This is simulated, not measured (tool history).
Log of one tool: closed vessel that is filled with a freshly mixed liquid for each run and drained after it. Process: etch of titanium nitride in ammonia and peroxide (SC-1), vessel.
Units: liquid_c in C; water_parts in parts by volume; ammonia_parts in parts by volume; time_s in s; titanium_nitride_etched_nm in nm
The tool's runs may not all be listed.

run 1 day=0 | liquid_c=48 water_parts=14.5 ammonia_parts=0.85 time_s=30 | titanium_nitride_etched_nm=2.6622
run 2 day=0.167 | liquid_c=45 water_parts=14.5 ammonia_parts=0.85 time_s=30 | titanium_nitride_etched_nm=2.1294
run 3 day=0.375 | liquid_c=45 water_parts=12 ammonia_parts=0.85 time_s=30 | titanium_nitride_etched_nm=2.3613
run 4 day=0.554 | liquid_c=39 water_parts=12 ammonia_parts=0.85 time_s=30 | titanium_nitride_etched_nm=1.4789
run 5 day=0.783 | liquid_c=41.5 water_parts=12 ammonia_parts=0.85 time_s=30 | titanium_nitride_etched_nm=1.837
run 6 day=0.958 | liquid_c=41.5 water_parts=12 ammonia_parts=0.95 time_s=30 | titanium_nitride_etched_nm=1.8445

Run 7 comes next. What will it give?
run 7 day=1.3 | liquid_c=43.5 water_parts=12 ammonia_parts=0.95 time_s=30 | titanium_nitride_etched_nm=?

{"run 7": {"titanium_nitride_etched_nm": 2.1359}}

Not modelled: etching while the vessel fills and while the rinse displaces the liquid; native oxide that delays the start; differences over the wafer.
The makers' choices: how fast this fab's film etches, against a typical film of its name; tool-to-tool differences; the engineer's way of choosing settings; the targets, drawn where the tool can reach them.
